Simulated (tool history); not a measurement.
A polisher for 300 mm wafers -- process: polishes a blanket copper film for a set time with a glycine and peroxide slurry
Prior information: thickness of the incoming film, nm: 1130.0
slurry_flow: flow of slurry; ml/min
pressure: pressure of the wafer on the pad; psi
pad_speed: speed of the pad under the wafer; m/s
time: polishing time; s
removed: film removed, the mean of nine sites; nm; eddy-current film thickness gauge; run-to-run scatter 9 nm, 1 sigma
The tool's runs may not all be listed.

run,hour,slurry_flow,pressure,pad_speed,time,removed
1,0,260,3.5,1.14,72,587.71
2,7.4,260,3.5,1.14,72,588.24
3,12.4,260,3.5,1.32,72,668.19
4,14.4,260,3.5,1.08,72,564.04
5,15.4,260,3.5,0.8,72,425.82
6,17.8,260,3.9,0.8,72,471.99
7,23.9,260,4.2,0.82,72,506.35
8,30.6,260,4.4,0.86,72,555.5

Run 9 has not been measured yet. What should we expect?
9,37.1,260,5.4,0.9,72,?

Run 9 yielded removed 705.22 nm.
